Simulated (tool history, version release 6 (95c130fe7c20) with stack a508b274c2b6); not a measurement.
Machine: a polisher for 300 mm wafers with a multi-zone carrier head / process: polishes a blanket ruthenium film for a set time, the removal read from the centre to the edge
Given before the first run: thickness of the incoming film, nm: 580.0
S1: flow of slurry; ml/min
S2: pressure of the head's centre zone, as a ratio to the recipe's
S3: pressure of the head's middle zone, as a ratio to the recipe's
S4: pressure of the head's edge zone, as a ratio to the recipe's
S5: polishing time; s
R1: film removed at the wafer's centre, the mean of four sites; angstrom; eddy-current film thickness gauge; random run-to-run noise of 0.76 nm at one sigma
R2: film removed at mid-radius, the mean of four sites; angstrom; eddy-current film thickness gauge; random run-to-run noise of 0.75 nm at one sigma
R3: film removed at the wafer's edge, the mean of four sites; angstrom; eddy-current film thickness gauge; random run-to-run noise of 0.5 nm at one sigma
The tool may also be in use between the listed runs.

run	hour	S1	S2	S3	S4	S5	R1	R2	R3
1	0.0	270	1.00	1.00	1.00	51	823.72	790.63	818.34
2	4.3	275	1.03	1.03	0.95	46	755.92	731.89	727.45
3	9.4	275	1.03	1.03	0.91	46	749.30	719.02	720.86
4	14.1	275	1.03	1.03	0.91	52	841.55	837.29	806.00
5	15.3	275	1.07	1.03	0.91	52	865.28	848.14	803.80
6	19.6	290	1.11	1.06	0.88	47	821.06	791.34	718.36
7	22.1	290	1.13	1.08	0.86	43	780.95	736.79	650.65
8	26.1	290	1.13	1.08	0.86	43	772.00	740.15	658.81
9	29.4	290	1.14	1.09	0.84	41	739.13	707.60	607.85

Forecast run 10:
10	35.6	275	1.14	1.09	0.83	40	?	?	?

{"run 10": {"R1": 720.07, "R2": 663.12, "R3": 594.12}}

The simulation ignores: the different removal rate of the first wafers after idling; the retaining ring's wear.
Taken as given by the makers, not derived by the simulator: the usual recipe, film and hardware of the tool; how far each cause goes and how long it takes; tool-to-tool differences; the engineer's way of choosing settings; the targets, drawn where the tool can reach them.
